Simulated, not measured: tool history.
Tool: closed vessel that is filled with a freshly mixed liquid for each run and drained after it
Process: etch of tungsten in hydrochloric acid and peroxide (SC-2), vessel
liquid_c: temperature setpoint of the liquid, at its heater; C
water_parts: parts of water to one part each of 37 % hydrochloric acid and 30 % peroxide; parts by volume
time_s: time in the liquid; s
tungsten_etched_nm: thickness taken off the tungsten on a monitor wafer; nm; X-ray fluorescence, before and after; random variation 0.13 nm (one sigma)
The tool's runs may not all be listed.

run  hour  liquid_c  water_parts  time_s  tungsten_etched_nm
  1   0.0      58.0          5.5      90              29.160
  2   3.5      56.0          5.5      90              25.430
  3   8.3      56.0          4.0      90              32.417
  4  12.0      56.0          4.0      95              34.269
  5  18.1      53.5          4.0      95              28.734
  6  23.2      52.0          4.0      95              26.502
  7  26.9      50.5          4.0      95              23.532
  8  29.2      50.5          4.0      95              23.732
  9  31.5      49.5          4.0      95              22.501
 10  33.7      48.5          4.0      95              20.747

Run 11 comes next. What will it give?
 11  38.2      48.0          4.0      95                   ?

tungsten_etched_nm: 20.007 nm

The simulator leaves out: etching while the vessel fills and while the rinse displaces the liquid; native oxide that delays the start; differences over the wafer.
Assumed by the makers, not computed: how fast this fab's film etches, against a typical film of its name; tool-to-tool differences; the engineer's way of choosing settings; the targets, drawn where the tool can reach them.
